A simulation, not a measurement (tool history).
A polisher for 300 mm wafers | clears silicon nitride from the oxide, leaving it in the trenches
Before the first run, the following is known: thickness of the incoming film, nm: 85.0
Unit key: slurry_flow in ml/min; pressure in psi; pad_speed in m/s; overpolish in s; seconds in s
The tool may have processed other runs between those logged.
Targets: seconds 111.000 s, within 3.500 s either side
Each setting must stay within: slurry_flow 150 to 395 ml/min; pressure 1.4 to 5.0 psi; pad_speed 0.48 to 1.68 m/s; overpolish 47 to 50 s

run 1 day=0.000 | slurry_flow=250 pressure=3.2 pad_speed=1.08 overpolish=47 | seconds=76.772
run 2 day=0.292 | slurry_flow=250 pressure=3.2 pad_speed=0.86 overpolish=47 | seconds=89.681
run 3 day=0.429 | slurry_flow=250 pressure=3.2 pad_speed=0.86 overpolish=47 | seconds=90.225
run 4 day=0.758 | slurry_flow=250 pressure=3.6 pad_speed=0.86 overpolish=47 | seconds=80.127
run 5 day=0.821 | slurry_flow=250 pressure=3.4 pad_speed=0.86 overpolish=47 | seconds=85.184
run 6 day=0.933 | slurry_flow=250 pressure=3.2 pad_speed=0.86 overpolish=47 | seconds=89.269
run 7 day=1.171 | slurry_flow=250 pressure=3.2 pad_speed=0.86 overpolish=47 | seconds=89.216
run 8 day=1.288 | slurry_flow=250 pressure=3.2 pad_speed=0.86 overpolish=47 | seconds=89.558
run 9 day=1.438 | slurry_flow=250 pressure=3.0 pad_speed=0.86 overpolish=47 | seconds=94.144
run 10 day=1.521 | slurry_flow=250 pressure=2.9 pad_speed=0.86 overpolish=47 | seconds=98.930
run 11 day=1.846 | slurry_flow=250 pressure=2.9 pad_speed=0.86 overpolish=47 | seconds=97.924
run 12 day=1.900 | slurry_flow=250 pressure=2.8 pad_speed=0.86 overpolish=47 | seconds=102.640
run 13 day=2.250 | slurry_flow=250 pressure=2.7 pad_speed=0.86 overpolish=47 | seconds=105.450

Exactly one of the 4 candidate moves below puts every result within its allowed miss. Which one?
run A day=2.600 | slurry_flow=225 pressure=2.6 pad_speed=0.96 overpolish=48 | seconds=?
run B day=2.600 | slurry_flow=290 pressure=3.1 pad_speed=0.78 overpolish=47 | seconds=?
run C day=2.600 | slurry_flow=265 pressure=3.1 pad_speed=0.66 overpolish=47 | seconds=?
run D day=2.600 | slurry_flow=325 pressure=2.8 pad_speed=0.86 overpolish=47 | seconds=?

move=A seconds=102.270
move=B seconds=97.974
move=C seconds=111.490
move=D seconds=99.477
A: its largest miss is bigger than the last run's
B: its largest miss is bigger than the last run's
C: every result lands within tolerance
D: its largest miss is bigger than the last run's
C meets every target.
